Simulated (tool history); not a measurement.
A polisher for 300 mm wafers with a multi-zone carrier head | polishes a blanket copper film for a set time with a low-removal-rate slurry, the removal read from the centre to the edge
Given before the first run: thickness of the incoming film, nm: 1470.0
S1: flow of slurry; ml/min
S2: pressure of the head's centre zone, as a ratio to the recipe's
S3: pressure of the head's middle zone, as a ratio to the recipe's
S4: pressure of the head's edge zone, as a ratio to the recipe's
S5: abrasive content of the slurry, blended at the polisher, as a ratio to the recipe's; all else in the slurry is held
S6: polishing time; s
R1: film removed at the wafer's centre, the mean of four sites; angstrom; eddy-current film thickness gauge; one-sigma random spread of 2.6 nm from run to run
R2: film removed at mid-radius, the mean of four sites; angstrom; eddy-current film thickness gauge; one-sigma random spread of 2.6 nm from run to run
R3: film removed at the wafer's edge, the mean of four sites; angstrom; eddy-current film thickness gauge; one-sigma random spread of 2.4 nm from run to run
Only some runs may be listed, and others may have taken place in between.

run  hour   S1    S2    S3    S4    S5  S6      R1      R2      R3
  1   0.0  285  1.00  1.00  1.00  1.00  69  1176.2  1205.6  1196.9
  2   3.5  290  1.03  1.02  1.01  1.10  72  1292.7  1283.5  1252.4
  3  10.4  290  1.04  1.03  1.01  1.15  77  1400.5  1417.4  1440.2
  4  11.1  290  1.09  1.03  1.01  1.15  77  1527.6  1374.9  1365.6
  5  15.0  290  1.09  0.97  1.01  1.15  77  1466.6  1344.7  1380.7
  6  19.4  295  1.09  1.01  0.99  1.20  79  1536.7  1444.6  1435.5

Run 7 comes next. What will it give?
     27.3  -- worn pad replaced by a new one
  7  27.3  300  1.10  1.03  0.98  1.25  80   ?   ?   ?

R1: 1718.5 angstrom
R2: 1666.3 angstrom
R3: 1576.4 angstrom
